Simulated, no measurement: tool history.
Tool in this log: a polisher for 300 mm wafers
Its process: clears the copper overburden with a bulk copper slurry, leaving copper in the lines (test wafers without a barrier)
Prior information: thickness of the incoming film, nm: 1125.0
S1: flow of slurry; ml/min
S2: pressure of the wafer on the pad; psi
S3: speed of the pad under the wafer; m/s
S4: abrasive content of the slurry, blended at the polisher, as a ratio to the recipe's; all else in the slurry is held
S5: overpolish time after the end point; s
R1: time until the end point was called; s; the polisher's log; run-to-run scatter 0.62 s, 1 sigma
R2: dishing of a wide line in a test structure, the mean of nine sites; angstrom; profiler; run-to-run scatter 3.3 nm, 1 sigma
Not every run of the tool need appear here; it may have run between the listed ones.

run,hour,S1,S2,S3,S4,S5,R1,R2
1,0,245,2.8,1.22,1,25,81.328,1208.5
2,3.2,245,3.1,1.22,1,27,73.089,1368.6
3,5.6,245,3.1,1.22,1.2,27,70.306,1411
4,6.9,245,3.2,1.22,1.2,28,68.447,1499.5
5,11.4,300,3.2,1.22,1.2,28,67.247,1448
6,13.9,300,3.2,1.22,1.4,28,64.617,1405.5

Estimate the outcome of run 7 from the log above:
7,17.8,300,3.3,1.22,1.4,30,?,?

R1: 62.769 s
R2: 1511.1 angstrom
